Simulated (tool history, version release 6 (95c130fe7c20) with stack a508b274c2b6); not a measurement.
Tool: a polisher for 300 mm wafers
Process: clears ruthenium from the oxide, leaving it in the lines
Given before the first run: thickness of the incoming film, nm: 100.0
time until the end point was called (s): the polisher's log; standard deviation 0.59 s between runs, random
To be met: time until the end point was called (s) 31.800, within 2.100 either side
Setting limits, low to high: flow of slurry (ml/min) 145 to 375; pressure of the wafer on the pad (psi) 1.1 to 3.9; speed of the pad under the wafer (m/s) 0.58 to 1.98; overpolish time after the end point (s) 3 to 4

| run | day | flow of slurry (ml/min) | pressure of the wafer on the pad (psi) | speed of the pad under the wafer (m/s) | overpolish time after the end point (s) | time until the end point was called (s) |
|---|---|---|---|---|---|---|
| 1 | 0.000 | 240 | 2.5 | 1.28 | 4 | 56.128 |
| 2 | 0.242 | 240 | 3.0 | 1.28 | 4 | 47.328 |
| 3 | 0.433 | 240 | 3.1 | 1.30 | 4 | 44.006 |
| 4 | 0.750 | 270 | 3.1 | 1.30 | 4 | 43.040 |
| 5 | 0.850 | 235 | 3.1 | 1.30 | 4 | 43.497 |
| 6 | 1.138 | 235 | 3.6 | 1.30 | 4 | 38.035 |
| 7 | 1.279 | 235 | 3.6 | 1.32 | 4 | 38.388 |
| 8 | 1.442 | 235 | 3.6 | 1.34 | 4 | 36.965 |
| 9 | 1.792 | 235 | 3.6 | 1.36 | 4 | 35.887 |
| 10 | 2.033 | 235 | 3.8 | 1.38 | 4 | 35.189 |
| 11 | 2.233 | 235 | 3.8 | 1.40 | 4 | 33.454 |

Below are 5 possible settings for the next run. Only one of them brings all results inside the allowed miss of their targets. Which is it?
| A | 2.433 | 225 | 3.9 | 1.26 | 4 | ? |
| B | 2.433 | 310 | 2.8 | 1.60 | 3 | ? |
| C | 2.433 | 290 | 3.9 | 1.18 | 4 | ? |
| D | 2.433 | 280 | 3.4 | 1.64 | 3 | ? |
| E | 2.433 | 245 | 3.9 | 1.26 | 3 | ? |

| move | time until the end point was called (s) |
|---|---|
| A | 37.066 |
| B | 39.769 |
| C | 38.842 |
| D | 32.332 |
| E | 36.855 |
A: further off than the last run
B: further off than the last run
C: further off than the last run
D: every result lands within tolerance
E: further off than the last run
Answer: D
